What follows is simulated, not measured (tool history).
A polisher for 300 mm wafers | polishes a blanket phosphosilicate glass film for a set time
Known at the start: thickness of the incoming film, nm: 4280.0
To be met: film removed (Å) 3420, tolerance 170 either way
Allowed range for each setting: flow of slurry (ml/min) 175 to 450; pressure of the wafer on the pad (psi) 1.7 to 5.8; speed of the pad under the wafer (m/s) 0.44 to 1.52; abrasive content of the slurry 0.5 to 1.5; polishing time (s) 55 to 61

run,hour,flow of slurry (ml/min),pressure of the wafer on the pad (psi),speed of the pad under the wafer (m/s),abrasive content of the slurry,polishing time (s),film removed (Å)
1,0,290,3.7,0.98,1,61,6540.1
2,2.3,290,3.5,0.96,1,61,5991.2
3,8.2,290,3.3,0.96,1,61,5600.6
4,15.4,290,3.1,0.96,1,61,5264.2
5,22.5,290,3,0.96,1,61,5071.2
6,28.9,290,2.9,0.96,1,61,4993.1
7,33.3,290,2.8,0.96,1,61,4793.6
8,41.5,290,1.8,0.9,1,61,3031.4

Exercise: of the 5 proposed moves below, exactly one satisfies all targets within the stated allowed misses. Which move is it?
A,49.7,230,2.9,0.74,0.85,61,?
B,49.7,300,1.8,0.92,0.95,55,?
C,49.7,290,2,0.98,0.9,61,?
D,49.7,300,1.7,0.96,1.05,55,?
E,49.7,260,1.8,0.78,0.95,57,?

move,film removed (Å)
A,3787
B,2713.6
C,3327
D,2791.9
E,2519.8
A: pushes the last run's worst result past its target
B: its largest miss is bigger than the last run's
C: in spec on every target
D: its largest miss is bigger than the last run's
E: its largest miss is bigger than the last run's
Correct choice: C, which meets every target
